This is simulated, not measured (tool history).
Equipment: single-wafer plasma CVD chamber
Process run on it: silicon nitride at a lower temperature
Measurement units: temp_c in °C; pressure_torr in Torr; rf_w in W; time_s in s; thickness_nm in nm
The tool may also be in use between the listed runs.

run    day  temp_c  pressure_torr  rf_w  time_s  thickness_nm
  1      0     355           1.22   395    12.9        15.586
  2  0.067     355           1.08   390    12.9        14.888
  3  0.125     346           1.08   390    12.9        14.948
  4  0.208     346           1.08   420    12.9        15.556
  5  0.325     346           1.08   420    13.3        16.014
  6  0.517     346           0.99   420    13.3        15.622
  7   0.65     346           0.91   410    13.3        14.741
  8  0.775     346           0.86   410    13.3        14.402

What does the tool deliver on the next run?
  9  0.946     346           0.83   410    13.3             ?

Run 9 gave thickness_nm 14.174 nm.
